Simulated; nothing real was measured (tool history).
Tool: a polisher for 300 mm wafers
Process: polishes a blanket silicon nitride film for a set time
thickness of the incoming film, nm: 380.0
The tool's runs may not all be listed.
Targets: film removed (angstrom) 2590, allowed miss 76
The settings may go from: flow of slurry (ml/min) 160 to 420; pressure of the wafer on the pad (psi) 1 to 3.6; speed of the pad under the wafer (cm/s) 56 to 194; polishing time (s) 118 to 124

run  hour  flow of slurry (ml/min)  pressure of the wafer on the pad (psi)  speed of the pad under the wafer (cm/s)  polishing time (s)  film removed (angstrom)
  1     0                      270                                     2.3                                      124                 118                   1706.4
  2     8                      270                                     2.8                                      124                 118                   1954.6
  3  16.8                      335                                     2.8                                      124                 118                   2023.6
  4  22.2                      335                                       3                                      124                 118                   2123.3
  5  30.7                      335                                     3.2                                      126                 118                   2279.5
  6  36.3                      335                                     3.2                                      126                 124                   2359.1
  7  37.3                      335                                     3.3                                      126                 124                   2439.2
  8  44.6                      335                                     3.4                                      126                 124                     2494
  9  46.9                      340                                     3.4                                      126                 124                   2462.2

4 next moves are on the table. One of them brings every result within its allowed miss. Which?
  A  49.2                      415                                       3                                      134                 124                        ?
  B  49.2                      275                                     3.4                                      136                 124                        ?
  C  49.2                      360                                     3.5                                      138                 124                        ?
  D  49.2                      335                                     3.6                                      112                 124                        ?

move  film removed (angstrom)
   A                   2420.1
   B                   2560.8
   C                   2744.1
   D                   2353.4
A: further off than the last run
B: meets every target
C: takes the result that was furthest off past its target
D: further off than the last run
The right move is B.
